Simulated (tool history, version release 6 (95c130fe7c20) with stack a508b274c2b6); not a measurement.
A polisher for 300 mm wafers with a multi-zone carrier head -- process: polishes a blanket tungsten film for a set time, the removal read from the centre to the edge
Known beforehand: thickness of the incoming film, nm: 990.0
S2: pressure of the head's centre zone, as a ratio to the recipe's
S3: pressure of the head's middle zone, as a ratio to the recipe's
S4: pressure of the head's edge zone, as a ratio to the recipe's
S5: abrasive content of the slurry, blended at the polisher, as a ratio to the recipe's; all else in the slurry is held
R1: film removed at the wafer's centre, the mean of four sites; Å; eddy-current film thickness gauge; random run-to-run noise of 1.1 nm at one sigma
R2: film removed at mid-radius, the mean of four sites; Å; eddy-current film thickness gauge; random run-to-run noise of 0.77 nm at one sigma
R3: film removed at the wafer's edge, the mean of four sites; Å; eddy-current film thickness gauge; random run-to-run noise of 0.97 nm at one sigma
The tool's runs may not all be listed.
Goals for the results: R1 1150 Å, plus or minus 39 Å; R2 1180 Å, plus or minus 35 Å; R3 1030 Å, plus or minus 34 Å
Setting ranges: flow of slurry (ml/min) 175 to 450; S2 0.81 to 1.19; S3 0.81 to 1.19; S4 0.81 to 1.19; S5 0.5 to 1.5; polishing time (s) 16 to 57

Run 1, day 0: flow of slurry (ml/min) 290, S2 1, S3 1, S4 1, S5 1, polishing time (s) 36. Result: R1 1606.4 Å, R2 1633.9 Å, R3 1629.2 Å.
Run 2, day 0.254: flow of slurry (ml/min) 290, S2 1.05, S3 1, S4 1, S5 1, polishing time (s) 36. Result: R1 1678 Å, R2 1634.9 Å, R3 1597.7 Å.
Run 3, day 0.4: flow of slurry (ml/min) 290, S2 1.05, S3 1.01, S4 0.96, S5 0.85, polishing time (s) 34. Result: R1 1495.5 Å, R2 1471 Å, R3 1449.7 Å.
Run 4, day 0.433: flow of slurry (ml/min) 290, S2 1.05, S3 1.01, S4 0.96, S5 0.7, polishing time (s) 34. Result: R1 1448.2 Å, R2 1423.5 Å, R3 1389.8 Å.
Run 5, day 0.617: flow of slurry (ml/min) 290, S2 1.05, S3 1.01, S4 0.96, S5 0.5, polishing time (s) 34. Result: R1 1354.9 Å, R2 1314.9 Å, R3 1264.2 Å.
Run 6, day 0.704: flow of slurry (ml/min) 290, S2 1.05, S3 1.01, S4 1.01, S5 0.5, polishing time (s) 34. Result: R1 1344.4 Å, R2 1330.2 Å, R3 1295.7 Å.
Run 7, day 0.892: flow of slurry (ml/min) 290, S2 1.05, S3 1.03, S4 0.97, S5 0.5, polishing time (s) 32. Result: R1 1279.3 Å, R2 1261.1 Å, R3 1226.7 Å.
Run 8, day 1.133: flow of slurry (ml/min) 295, S2 1.06, S3 1.07, S4 0.93, S5 0.5, polishing time (s) 30. Result: R1 1189.4 Å, R2 1222.6 Å, R3 1118.7 Å.
Run 9, day 1.471: flow of slurry (ml/min) 290, S2 1.06, S3 1.07, S4 0.9, S5 0.5, polishing time (s) 30. Result: R1 1193.7 Å, R2 1208.3 Å, R3 1107.3 Å.
Run 10, day 1.579: flow of slurry (ml/min) 290, S2 1.06, S3 1.07, S4 0.9, S5 0.5, polishing time (s) 30. Result: R1 1201.8 Å, R2 1209.5 Å, R3 1077.9 Å.
Run 11, day 1.942: flow of slurry (ml/min) 280, S2 1.05, S3 1.07, S4 0.89, S5 0.5, polishing time (s) 30. Result: R1 1174.8 Å, R2 1211.2 Å, R3 1081 Å.
Run 12, day 2.088: flow of slurry (ml/min) 275, S2 1.05, S3 1.07, S4 0.88, S5 0.5, polishing time (s) 30. Result: R1 1171.5 Å, R2 1218.9 Å, R3 1068.3 Å.
Run 13, day 2.371: flow of slurry (ml/min) 270, S2 1.05, S3 1.06, S4 0.87, S5 0.5, polishing time (s) 30. Result: R1 1198.8 Å, R2 1196.1 Å, R3 1072.8 Å.
Run 14, day 2.479: flow of slurry (ml/min) 270, S2 1.04, S3 1.06, S4 0.86, S5 0.5, polishing time (s) 30. Result: R1 1151.2 Å, R2 1195.1 Å, R3 1067 Å.

Which of these 4 next moves meets every target?
Run A, day 2.588: flow of slurry (ml/min) 335, S2 0.96, S3 1.01, S4 0.88, S5 0.55, polishing time (s) 30. Result: R1 ?, R2 ?, R3 ?.
Run B, day 2.588: flow of slurry (ml/min) 265, S2 1.06, S3 1.07, S4 0.94, S5 0.5, polishing time (s) 30. Result: R1 ?, R2 ?, R3 ?.
Run C, day 2.588: flow of slurry (ml/min) 265, S2 1, S3 1.01, S4 0.89, S5 0.55, polishing time (s) 31. Result: R1 ?, R2 ?, R3 ?.
Run D, day 2.588: flow of slurry (ml/min) 175, S2 1.1, S3 1.13, S4 0.91, S5 0.5, polishing time (s) 29. Result: R1 ?, R2 ?, R3 ?.

move      R1      R2      R3
   A  1168.5  1195.6  1105.3
   B  1220.3  1203.2  1096.7
   C  1224.2  1210.8  1130.7
   D  1161.5  1166.1  1009.8
A: moves away from the targets compared with the last run
B: moves away from the targets compared with the last run
C: moves away from the targets compared with the last run
D: every result lands within tolerance
The right move is D.

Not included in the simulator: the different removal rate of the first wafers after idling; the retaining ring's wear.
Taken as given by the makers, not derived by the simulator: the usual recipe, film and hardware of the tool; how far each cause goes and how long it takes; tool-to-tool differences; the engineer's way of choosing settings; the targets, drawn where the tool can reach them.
